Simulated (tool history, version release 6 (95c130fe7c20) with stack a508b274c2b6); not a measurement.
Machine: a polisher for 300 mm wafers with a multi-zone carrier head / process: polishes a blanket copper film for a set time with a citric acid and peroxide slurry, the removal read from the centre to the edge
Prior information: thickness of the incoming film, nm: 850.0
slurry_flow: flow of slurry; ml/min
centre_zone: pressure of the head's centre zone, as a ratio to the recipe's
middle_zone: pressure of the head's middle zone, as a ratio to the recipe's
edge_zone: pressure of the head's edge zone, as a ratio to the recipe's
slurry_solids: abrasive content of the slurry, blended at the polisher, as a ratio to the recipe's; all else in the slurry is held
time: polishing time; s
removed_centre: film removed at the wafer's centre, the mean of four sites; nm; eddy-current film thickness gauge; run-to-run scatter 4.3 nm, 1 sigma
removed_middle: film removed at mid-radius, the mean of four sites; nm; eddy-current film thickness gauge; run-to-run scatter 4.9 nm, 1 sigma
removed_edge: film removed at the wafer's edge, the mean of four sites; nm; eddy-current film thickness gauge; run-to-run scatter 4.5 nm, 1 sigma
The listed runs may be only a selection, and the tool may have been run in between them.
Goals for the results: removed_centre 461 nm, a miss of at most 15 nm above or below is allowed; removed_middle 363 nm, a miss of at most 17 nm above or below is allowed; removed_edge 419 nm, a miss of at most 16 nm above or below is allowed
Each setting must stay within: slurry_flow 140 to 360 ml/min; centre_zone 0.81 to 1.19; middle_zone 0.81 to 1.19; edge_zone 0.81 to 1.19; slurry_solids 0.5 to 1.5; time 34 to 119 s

run    day  slurry_flow  centre_zone  middle_zone  edge_zone  slurry_solids  time  removed_centre  removed_middle  removed_edge
  1      0          230            1            1          1              1    76          289.31           278.8         285.9
  2  0.138          235         1.02         0.99       1.02           1.05    78          304.91          292.21        302.49
  3  0.217          235         1.02         0.99       1.07           1.05    78          305.04          287.93        307.67
  4  0.392          235         1.02         0.99       1.07            1.2    78          316.04          303.91        321.79
  5  0.696          275         1.02         0.99       1.07            1.2    78          321.14          310.81        329.51
  6  0.804          220         1.02         0.99       1.07            1.2    78          319.37          297.43        316.36
  7  1.142          250         1.12         0.95       1.17           1.45    91          427.43          368.09        412.46
  8   1.25          250         1.13         0.95       1.17           1.45    91          430.62          358.19        405.35
  9  1.592          255         1.14         0.95       1.17           1.45    91          434.99          359.33        407.76
 10  1.925          255         1.15         0.95       1.17           1.45    91          437.86          364.57        403.15
 11  1.958          255         1.15         0.94       1.17           1.45    91          438.86          359.96        408.94
 12      2          255         1.15         0.94       1.17           1.45    91          441.55          361.95        414.32

Exactly one of the 4 candidate moves below puts every result within its allowed miss. Which one?
  A  2.042          250         1.04         0.89       1.19            1.5    94               ?               ?             ?
  B  2.042          300         1.08         0.89       1.19            1.5    88               ?               ?             ?
  C  2.042          240         1.19         0.94       1.17            1.5    91               ?               ?             ?
  D  2.042          205         1.13            1       1.18            1.5    92               ?               ?             ?

move  removed_centre  removed_middle  removed_edge
   A           418.2          354.24        433.39
   B          416.09          338.46        412.12
   C           461.1          352.62        414.01
   D          431.55          362.51         413.1
A: the biggest miss grows against the last run
B: the biggest miss grows against the last run
C: all results in spec
D: the biggest miss grows against the last run
C meets every target.

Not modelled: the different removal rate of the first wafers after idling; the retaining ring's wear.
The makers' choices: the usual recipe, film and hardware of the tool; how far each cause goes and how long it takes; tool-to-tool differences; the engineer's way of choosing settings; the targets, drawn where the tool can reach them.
